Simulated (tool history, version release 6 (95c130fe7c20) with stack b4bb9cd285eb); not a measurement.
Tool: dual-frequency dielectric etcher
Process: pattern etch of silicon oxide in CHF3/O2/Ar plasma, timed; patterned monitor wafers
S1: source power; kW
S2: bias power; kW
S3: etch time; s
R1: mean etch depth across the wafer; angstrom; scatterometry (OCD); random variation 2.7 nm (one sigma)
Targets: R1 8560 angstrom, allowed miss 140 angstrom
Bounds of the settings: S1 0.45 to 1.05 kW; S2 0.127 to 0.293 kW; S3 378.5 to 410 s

| run | hour | S1 | S2 | S3 | R1 |
|---|---|---|---|---|---|
| 1 | 0 | 0.75 | 0.21 | 410 | 10222 |
| 2 | 8.9 | 0.69 | 0.205 | 409.5 | 9806.1 |
| 3 | 10.2 | 0.64 | 0.202 | 409 | 9348.2 |
| 4 | 15.5 | 0.64 | 0.233 | 409 | 10088 |
| 5 | 17.9 | 0.6 | 0.227 | 408.5 | 9642.1 |
| 6 | 21.1 | 0.6 | 0.197 | 408.5 | 8896.4 |
| 7 | 26 | 0.6 | 0.197 | 408.5 | 8944.3 |
| 8 | 28.9 | 0.59 | 0.197 | 408.5 | 8888 |
| 9 | 31.8 | 0.59 | 0.197 | 408.5 | 8834 |
| 10 | 34.7 | 0.58 | 0.197 | 408.5 | 8801.2 |
| 11 | 39.5 | 0.57 | 0.197 | 408.5 | 8743.1 |
| 12 | 42 | 0.53 | 0.195 | 408.5 | 8410.8 |

5 next moves are on the table. One of them brings every result within its allowed miss. Which?
| A | 44.5 | 0.56 | 0.19 | 399.5 | ? |
| B | 44.5 | 0.58 | 0.218 | 378.5 | ? |
| C | 44.5 | 0.45 | 0.228 | 398.5 | ? |
| D | 44.5 | 0.57 | 0.201 | 378.5 | ? |
| E | 44.5 | 0.56 | 0.178 | 410 | ? |

| move | R1 |
|---|---|
| A | 8346.3 |
| B | 8658.9 |
| C | 8297.4 |
| D | 8222.9 |
| E | 8257.7 |
A: further off than the last run
B: meets every target
C: further off than the last run
D: further off than the last run
E: further off than the last run
Answer: B

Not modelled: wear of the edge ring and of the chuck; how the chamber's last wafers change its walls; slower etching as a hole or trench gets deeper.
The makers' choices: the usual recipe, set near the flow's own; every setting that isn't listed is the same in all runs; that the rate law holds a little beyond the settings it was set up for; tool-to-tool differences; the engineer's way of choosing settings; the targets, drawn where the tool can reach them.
